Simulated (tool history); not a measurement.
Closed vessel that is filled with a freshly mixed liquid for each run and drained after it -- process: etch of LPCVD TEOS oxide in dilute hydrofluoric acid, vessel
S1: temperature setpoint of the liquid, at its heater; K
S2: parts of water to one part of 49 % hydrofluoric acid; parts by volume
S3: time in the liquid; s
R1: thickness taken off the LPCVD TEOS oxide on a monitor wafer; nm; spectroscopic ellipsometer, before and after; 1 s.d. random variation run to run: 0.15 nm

run 1 hour=0.0 | S1=299.15 S2=225 S3=305 | R1=32.900
run 2 hour=1.6 | S1=298.15 S2=225 S3=305 | R1=31.994
run 3 hour=9.5 | S1=298.15 S2=295 S3=305 | R1=22.787
run 4 hour=15.0 | S1=297.15 S2=295 S3=305 | R1=21.720
run 5 hour=20.6 | S1=298.15 S2=295 S3=305 | R1=22.660
run 6 hour=26.9 | S1=301.15 S2=295 S3=305 | R1=25.086
run 7 hour=28.4 | S1=301.65 S2=295 S3=305 | R1=25.602
run 8 hour=29.3 | S1=302.15 S2=295 S3=305 | R1=25.815

Expected results for the next run?
run 9 hour=30.9 | S1=302.65 S2=295 S3=305 | R1=?

{"run 9": {"R1": 26.337}}
